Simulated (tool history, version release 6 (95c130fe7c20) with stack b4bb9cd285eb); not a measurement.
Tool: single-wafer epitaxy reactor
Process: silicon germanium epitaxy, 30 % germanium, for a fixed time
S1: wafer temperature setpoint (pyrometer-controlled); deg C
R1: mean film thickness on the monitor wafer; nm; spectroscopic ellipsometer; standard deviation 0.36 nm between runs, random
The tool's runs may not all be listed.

{"run": 1, "day": 0.0, "S1": 625, "chamber pressure (Torr)": 25.7, "R1": 104.33}
{"run": 2, "day": 0.221, "S1": 622, "chamber pressure (Torr)": 25.6, "R1": 98.78}
{"run": 3, "day": 0.554, "S1": 627, "chamber pressure (Torr)": 25.6, "R1": 107.1}
{"run": 4, "day": 0.717, "S1": 623, "chamber pressure (Torr)": 25.5, "R1": 100.38}
{"run": 5, "day": 0.808, "S1": 620, "chamber pressure (Torr)": 25.4, "R1": 94.848}
{"run": 6, "day": 1.062, "S1": 620, "chamber pressure (Torr)": 30, "R1": 102.8}
{"run": 7, "day": 1.104, "S1": 617, "chamber pressure (Torr)": 29.9, "R1": 97.931}

Forecast run 8:
{"run": 8, "day": 1.317, "S1": 615, "chamber pressure (Torr)": 29.8, "R1": "?"}

Run 8 gave R1 94.814 nm.

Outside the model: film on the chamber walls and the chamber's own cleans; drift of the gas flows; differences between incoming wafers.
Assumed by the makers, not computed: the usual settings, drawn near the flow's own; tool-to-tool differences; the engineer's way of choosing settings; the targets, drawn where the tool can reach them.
